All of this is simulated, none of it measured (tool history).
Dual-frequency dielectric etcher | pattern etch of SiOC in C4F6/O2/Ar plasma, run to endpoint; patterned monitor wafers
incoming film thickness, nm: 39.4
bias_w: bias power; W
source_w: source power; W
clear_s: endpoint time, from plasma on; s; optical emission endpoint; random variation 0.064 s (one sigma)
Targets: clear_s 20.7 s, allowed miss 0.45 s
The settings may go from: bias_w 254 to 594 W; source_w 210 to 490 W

| run | hour | bias_w | source_w | clear_s |
|---|---|---|---|---|
| 1 | 0 | 424 | 350 | 13.428 |
| 2 | 6.4 | 379 | 310 | 15.277 |
| 3 | 12.2 | 328 | 310 | 16.69 |
| 4 | 17.8 | 328 | 360 | 15.32 |
| 5 | 24.4 | 308 | 330 | 16.816 |
| 6 | 31.8 | 294 | 310 | 17.896 |
| 7 | 38 | 283 | 300 | 18.819 |
| 8 | 42.3 | 275 | 290 | 19.473 |
| 9 | 44.6 | 269 | 290 | 19.699 |
| 10 | 49.6 | 254 | 250 | 22.909 |
| 11 | 51.3 | 268 | 250 | 22.13 |
| 12 | 58.1 | 325 | 260 | 18.893 |
| 13 | 65.6 | 313 | 260 | 19.282 |
| 14 | 69.2 | 304 | 260 | 19.71 |
| 15 | 73.1 | 257 | 250 | 22.766 |
|  | 79.9 | wet clean of the chamber |
| 16 | 79.9 | 268 | 250 | 22.768 |
| 17 | 80.8 | 279 | 250 | 22.214 |
| 18 | 83.1 | 345 | 260 | 18.804 |
| 19 | 86.4 | 331 | 260 | 19.188 |
| 20 | 86.9 | 321 | 260 | 19.667 |

Which of these 4 next moves meets every target?
| A | 87.4 | 300 | 240 | ? |
| B | 87.4 | 320 | 240 | ? |
| C | 87.4 | 329 | 300 | ? |
| D | 87.4 | 305 | 280 | ? |

| move | clear_s |
|---|---|
| A | 21.815 |
| B | 20.921 |
| C | 17.629 |
| D | 19.336 |
A: takes the result that was furthest off past its target
B: meets every target
C: further off than the last run
D: further off than the last run
Move B is the one to make.
